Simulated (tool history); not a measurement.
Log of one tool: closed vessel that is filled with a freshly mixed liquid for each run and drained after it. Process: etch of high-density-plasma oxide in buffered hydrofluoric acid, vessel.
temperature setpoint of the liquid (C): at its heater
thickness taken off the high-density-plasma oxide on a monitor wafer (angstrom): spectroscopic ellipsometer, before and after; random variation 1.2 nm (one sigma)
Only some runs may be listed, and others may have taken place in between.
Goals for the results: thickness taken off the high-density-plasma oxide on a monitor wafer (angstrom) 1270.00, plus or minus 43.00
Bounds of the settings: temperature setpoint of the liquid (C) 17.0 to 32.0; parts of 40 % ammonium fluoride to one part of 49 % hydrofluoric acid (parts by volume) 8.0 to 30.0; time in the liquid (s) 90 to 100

run  hour  temperature setpoint of the liquid (C)  parts of 40 % ammonium fluoride to one part of 49 % hydrofluoric acid (parts by volume)  time in the liquid (s)  thickness taken off the high-density-plasma oxide on a monitor wafer (angstrom)
  1   0.0                                    24.0                                                                                     22.5                      90                                                                           700.34
  2   6.5                                    26.5                                                                                     22.5                      90                                                                           814.02
  3  15.6                                    28.0                                                                                     21.5                      90                                                                           908.93
  4  24.3                                    28.0                                                                                     21.5                     100                                                                          1002.20
  5  32.6                                    28.0                                                                                     21.5                      90                                                                           897.47
  6  36.3                                    28.0                                                                                     21.5                     100                                                                          1009.40
  7  43.3                                    29.0                                                                                     21.0                     100                                                                          1061.00
  8  50.0                                    30.0                                                                                     20.5                     100                                                                          1142.10

Exercise: of the 5 proposed moves below, exactly one satisfies all targets within the stated allowed misses. Which move is it?
  A  56.7                                    29.0                                                                                     15.5                      90                                                                                ?
  B  56.7                                    30.0                                                                                     17.0                     100                                                                                ?
  C  56.7                                    30.0                                                                                     20.0                      90                                                                                ?
  D  56.7                                    31.0                                                                                     18.0                     100                                                                                ?
  E  56.7                                    27.0                                                                                     16.5                     100                                                                                ?

move  thickness taken off the high-density-plasma oxide on a monitor wafer (angstrom)
   A                                                                          1269.10
   B                                                                          1357.70
   C                                                                          1041.60
   D                                                                          1352.80
   E                                                                          1192.10
A: every result within its allowed miss
B: the result that was furthest off in the last run now lies on the other side of its target
C: the biggest miss grows against the last run
D: the result that was furthest off in the last run now lies on the other side of its target
E: gains on the last run, yet a result remains outside its allowed miss
So the answer is move A, the one that meets all the targets.
